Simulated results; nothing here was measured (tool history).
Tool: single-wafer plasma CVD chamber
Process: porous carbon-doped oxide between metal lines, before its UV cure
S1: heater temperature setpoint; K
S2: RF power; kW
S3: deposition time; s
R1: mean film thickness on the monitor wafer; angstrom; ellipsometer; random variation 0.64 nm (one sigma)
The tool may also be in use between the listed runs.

run  hour      S1     S2    S3      R1
  1   0.0  588.15  0.450  28.1  1397.3
  2   3.4  591.15  0.440  28.1  1371.7
  3   7.7  591.15  0.475  28.1  1447.0
  4   8.6  597.15  0.475  28.1  1406.1
  5  11.7  589.15  0.475  28.1  1460.6
  6  16.8  589.15  0.535  28.1  1593.8
  7  20.6  592.15  0.505  27.9  1484.5
  8  26.5  595.15  0.485  27.8  1420.5

Forecast run 9:
  9  32.6  597.15  0.470  27.7   ?

{"run 9": {"R1": 1372.6}}
